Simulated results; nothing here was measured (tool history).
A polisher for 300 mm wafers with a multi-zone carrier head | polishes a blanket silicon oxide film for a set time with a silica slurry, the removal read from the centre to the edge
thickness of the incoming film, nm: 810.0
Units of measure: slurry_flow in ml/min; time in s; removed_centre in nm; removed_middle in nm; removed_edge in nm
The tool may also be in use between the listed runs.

run 1 hour=0.0 | slurry_flow=245 centre_zone=1.00 middle_zone=1.00 edge_zone=1.00 slurry_solids=1.00 time=72 | removed_centre=262.06 removed_middle=281.47 removed_edge=279.45
run 2 hour=2.5 | slurry_flow=245 centre_zone=1.00 middle_zone=0.96 edge_zone=1.00 slurry_solids=1.00 time=72 | removed_centre=263.08 removed_middle=270.41 removed_edge=278.11
run 3 hour=4.0 | slurry_flow=205 centre_zone=1.00 middle_zone=0.96 edge_zone=1.00 slurry_solids=1.00 time=72 | removed_centre=256.79 removed_middle=262.25 removed_edge=275.85
run 4 hour=5.7 | slurry_flow=220 centre_zone=1.02 middle_zone=0.99 edge_zone=1.03 slurry_solids=1.05 time=72 | removed_centre=271.31 removed_middle=279.80 removed_edge=289.62
run 5 hour=14.0 | slurry_flow=240 centre_zone=1.04 middle_zone=1.02 edge_zone=1.05 slurry_solids=1.05 time=72 | removed_centre=275.79 removed_middle=288.11 removed_edge=292.09
run 6 hour=14.9 | slurry_flow=255 centre_zone=1.06 middle_zone=1.04 edge_zone=1.07 slurry_solids=1.10 time=72 | removed_centre=290.91 removed_middle=303.36 removed_edge=298.14
run 7 hour=15.5 | slurry_flow=255 centre_zone=1.06 middle_zone=1.04 edge_zone=1.07 slurry_solids=1.10 time=72 | removed_centre=290.07 removed_middle=299.29 removed_edge=304.10
-- hour=24.0 centre zone pressure recalibrated
run 8 hour=24.0 | slurry_flow=265 centre_zone=1.07 middle_zone=1.06 edge_zone=1.08 slurry_solids=1.10 time=72 | removed_centre=309.25 removed_middle=307.51 removed_edge=304.84
run 9 hour=31.7 | slurry_flow=275 centre_zone=1.06 middle_zone=1.08 edge_zone=1.10 slurry_solids=1.10 time=72 | removed_centre=312.85 removed_middle=307.33 removed_edge=302.48
run 10 hour=33.1 | slurry_flow=265 centre_zone=1.07 middle_zone=1.08 edge_zone=1.09 slurry_solids=1.15 time=72 | removed_centre=313.43 removed_middle=315.84 removed_edge=308.08
run 11 hour=38.1 | slurry_flow=255 centre_zone=1.05 middle_zone=1.09 edge_zone=1.10 slurry_solids=1.20 time=72 | removed_centre=309.98 removed_middle=322.82 removed_edge=312.76
run 12 hour=45.5 | slurry_flow=255 centre_zone=1.04 middle_zone=1.10 edge_zone=1.11 slurry_solids=1.25 time=72 | removed_centre=315.97 removed_middle=325.33 removed_edge=318.79
run 13 hour=50.5 | slurry_flow=245 centre_zone=1.03 middle_zone=1.11 edge_zone=1.11 slurry_solids=1.30 time=72 | removed_centre=313.00 removed_middle=336.85 removed_edge=320.78

The next listed run, before its measurement:
run 14 hour=53.1 | slurry_flow=245 centre_zone=1.03 middle_zone=1.11 edge_zone=1.11 slurry_solids=1.30 time=72 | removed_centre=? removed_middle=? removed_edge=?

Run 14 came out at removed_centre 314.58 nm, removed_middle 334.49 nm, removed_edge 322.84 nm.

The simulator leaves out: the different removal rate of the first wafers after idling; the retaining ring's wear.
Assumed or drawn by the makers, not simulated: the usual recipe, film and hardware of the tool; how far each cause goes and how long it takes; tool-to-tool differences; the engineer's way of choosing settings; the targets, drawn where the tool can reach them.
